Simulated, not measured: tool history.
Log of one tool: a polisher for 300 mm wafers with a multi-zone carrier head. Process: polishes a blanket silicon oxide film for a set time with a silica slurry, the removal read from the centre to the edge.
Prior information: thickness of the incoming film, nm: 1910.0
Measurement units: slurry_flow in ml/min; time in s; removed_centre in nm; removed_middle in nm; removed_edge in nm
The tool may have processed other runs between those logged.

run,hour,slurry_flow,centre_zone,middle_zone,edge_zone,slurry_solids,time,removed_centre,removed_middle,removed_edge
1,0,235,1,1,1,1,31,122.45,114.99,119.57
2,1.1,235,0.98,1,1.04,1.15,32,134.75,130.76,138.09
3,3.2,235,1.04,1,1.04,1.15,32,140.22,131.19,135.71
4,8.8,235,1.04,0.92,1.04,1.15,32,136.93,122.42,136.99
5,10.6,235,1.04,0.92,0.99,1.15,32,139.56,121.9,131.71
6,11.9,235,1.04,0.92,1.05,1.15,32,134.6,121.94,138.64
7,15.5,240,1.03,0.95,1.09,1.25,32,149.92,131.72,144.46
8,24.2,220,0.97,0.96,1.1,1.3,33,141.55,137.43,151.75
9,27.8,230,0.95,0.97,1.13,1.35,33,142.7,142.9,155.91
10,32.8,230,0.94,0.97,1.15,1.4,33,142.89,144.24,163.82
11,35.5,240,0.94,0.99,1.16,1.4,33,142.05,146.28,164.11

Predict the results of run 12:
12,38.6,245,0.95,1,1.17,1.45,33,?,?,?

{"run 12": {"removed_centre": 150.35, "removed_middle": 151.22, "removed_edge": 169.2}}

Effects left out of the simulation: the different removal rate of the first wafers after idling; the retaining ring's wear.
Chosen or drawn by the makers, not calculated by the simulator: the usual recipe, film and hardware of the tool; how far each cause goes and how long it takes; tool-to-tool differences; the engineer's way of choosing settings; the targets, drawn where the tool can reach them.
